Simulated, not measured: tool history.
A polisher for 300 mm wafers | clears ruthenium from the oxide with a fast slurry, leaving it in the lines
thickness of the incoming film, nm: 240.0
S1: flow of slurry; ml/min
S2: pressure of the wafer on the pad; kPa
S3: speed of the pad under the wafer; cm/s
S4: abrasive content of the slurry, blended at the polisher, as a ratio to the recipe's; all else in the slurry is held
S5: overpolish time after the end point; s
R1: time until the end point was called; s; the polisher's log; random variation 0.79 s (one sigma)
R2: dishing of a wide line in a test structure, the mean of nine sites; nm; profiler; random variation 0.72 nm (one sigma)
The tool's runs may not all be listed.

{"run": 1, "day": 0.0, "S1": 230, "S2": 15.9, "S3": 130, "S4": 1.0, "S5": 20, "R1": 49.198, "R2": 53.704}
{"run": 2, "day": 0.154, "S1": 230, "S2": 15.9, "S3": 130, "S4": 1.0, "S5": 15, "R1": 49.052, "R2": 45.739}
{"run": 3, "day": 0.292, "S1": 230, "S2": 15.9, "S3": 130, "S4": 1.1, "S5": 15, "R1": 47.387, "R2": 47.305}
{"run": 4, "day": 0.575, "S1": 270, "S2": 15.9, "S3": 130, "S4": 1.1, "S5": 15, "R1": 46.251, "R2": 46.941}
{"run": 5, "day": 0.692, "S1": 270, "S2": 15.9, "S3": 130, "S4": 1.3, "S5": 15, "R1": 43.458, "R2": 47.047}
{"run": 6, "day": 0.721, "S1": 270, "S2": 15.2, "S3": 130, "S4": 1.3, "S5": 14, "R1": 44.577, "R2": 47.026}
{"run": 7, "day": 0.95, "S1": 275, "S2": 14.5, "S3": 128, "S4": 1.3, "S5": 13, "R1": 45.888, "R2": 43.394}
{"run": 8, "day": 1.242, "S1": 275, "S2": 13.8, "S3": 126, "S4": 1.3, "S5": 13, "R1": 48.413, "R2": 38.858}
{"run": 9, "day": 1.358, "S1": 275, "S2": 13.1, "S3": 124, "S4": 1.3, "S5": 14, "R1": 51.91, "R2": 40.211}
{"run": 10, "day": 1.692, "S1": 275, "S2": 12.4, "S3": 124, "S4": 1.3, "S5": 14, "R1": 54.2, "R2": 39.755}
{"run": 11, "day": 1.8, "S1": 275, "S2": 11.7, "S3": 124, "S4": 1.3, "S5": 14, "R1": 57.247, "R2": 40.123}
{"run": 12, "day": 2.158, "S1": 275, "S2": 11.0, "S3": 124, "S4": 1.3, "S5": 13, "R1": 58.872, "R2": 37.203}

Run 13 comes next. What will it give?
{"run": 13, "day": 2.442, "S1": 270, "S2": 6.9, "S3": 120, "S4": 1.3, "S5": 11, "R1": "?", "R2": "?"}

R1: 83.537 s
R2: 23.775 nm
